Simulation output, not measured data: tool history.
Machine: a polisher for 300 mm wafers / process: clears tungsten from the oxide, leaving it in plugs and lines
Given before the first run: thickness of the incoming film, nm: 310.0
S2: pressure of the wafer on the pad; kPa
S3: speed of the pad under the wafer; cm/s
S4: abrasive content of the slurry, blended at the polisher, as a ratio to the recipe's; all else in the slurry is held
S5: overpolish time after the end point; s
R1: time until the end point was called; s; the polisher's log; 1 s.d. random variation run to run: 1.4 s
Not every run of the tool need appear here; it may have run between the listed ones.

Run 1, hour 0: flow of slurry (ml/min) 200, S2 28.3 kPa, S3 114 cm/s, S4 1, S5 9 s. Result: R1 53.679 s.
Run 2, hour 6.5: flow of slurry (ml/min) 200, S2 25.5 kPa, S3 112 cm/s, S4 1, S5 9 s. Result: R1 61.157 s.
Run 3, hour 7.4: flow of slurry (ml/min) 240, S2 25.5 kPa, S3 112 cm/s, S4 1, S5 9 s. Result: R1 59.178 s.
Run 4, hour 15.8: flow of slurry (ml/min) 240, S2 23.4 kPa, S3 112 cm/s, S4 1, S5 9 s. Result: R1 61.814 s.
Run 5, hour 20.5: flow of slurry (ml/min) 240, S2 21.4 kPa, S3 110 cm/s, S4 1, S5 9 s. Result: R1 69.007 s.
Run 6, hour 23.6: flow of slurry (ml/min) 240, S2 20 kPa, S3 110 cm/s, S4 1, S5 9 s. Result: R1 73.907 s.
Run 7, hour 27: flow of slurry (ml/min) 235, S2 19.3 kPa, S3 110 cm/s, S4 1, S5 9 s. Result: R1 76.612 s.
Run 8, hour 33.7: flow of slurry (ml/min) 230, S2 18.6 kPa, S3 110 cm/s, S4 1, S5 9 s. Result: R1 77.66 s.

Expected results for the next run?
Run 9, hour 38.3: flow of slurry (ml/min) 230, S2 17.9 kPa, S3 110 cm/s, S4 1, S5 9 s. Result: R1 ?.

R1: 79.267 s
